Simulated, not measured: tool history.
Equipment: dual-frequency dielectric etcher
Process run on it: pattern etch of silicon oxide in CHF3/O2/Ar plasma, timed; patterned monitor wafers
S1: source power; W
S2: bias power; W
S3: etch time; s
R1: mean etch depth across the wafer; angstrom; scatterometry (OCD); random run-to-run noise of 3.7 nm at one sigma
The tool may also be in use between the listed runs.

run 1 hour=0 | S1=820 S2=216 S3=655 | R1=14684
run 2 hour=8.5 | S1=770 S2=216 S3=655 | R1=14382
run 3 hour=9.7 | S1=900 S2=216 S3=655 | R1=15140
run 4 hour=10.4 | S1=820 S2=216 S3=655 | R1=14654
run 5 hour=12 | S1=860 S2=217 S3=655 | R1=14973
run 6 hour=18.5 | S1=890 S2=218 S3=655 | R1=15151
run 7 hour=24.9 | S1=890 S2=218 S3=655 | R1=15158
run 8 hour=33.2 | S1=910 S2=219 S3=655 | R1=15281
run 9 hour=42 | S1=930 S2=219 S3=655 | R1=15353
run 10 hour=44.1 | S1=950 S2=219 S3=655 | R1=15477

Run 11 is up next; what results do you expect?
run 11 hour=51.8 | S1=960 S2=219 S3=655 | R1=?

Run 11 produced R1 15575 angstrom.
